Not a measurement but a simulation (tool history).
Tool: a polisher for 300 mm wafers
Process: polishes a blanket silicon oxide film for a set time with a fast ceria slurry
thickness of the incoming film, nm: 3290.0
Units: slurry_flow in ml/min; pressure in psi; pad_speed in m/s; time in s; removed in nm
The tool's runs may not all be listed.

run	hour	slurry_flow	pressure	pad_speed	time	removed
1	0	310	2.6	1.02	66	837.21
2	8.1	310	2.5	1.02	66	812.62
3	16.1	340	2.5	1.02	66	829.97
4	16.7	340	2.9	1.02	66	943.56
5	22.6	340	2.9	1.16	66	1061.2
# hour 29.4: slurry nozzle cleaned
6	29.4	340	2.7	1.16	66	1015.8

Run 7 comes next. What will it give?
7	32.1	340	2	1.1	66	?

removed: 758.64 nm

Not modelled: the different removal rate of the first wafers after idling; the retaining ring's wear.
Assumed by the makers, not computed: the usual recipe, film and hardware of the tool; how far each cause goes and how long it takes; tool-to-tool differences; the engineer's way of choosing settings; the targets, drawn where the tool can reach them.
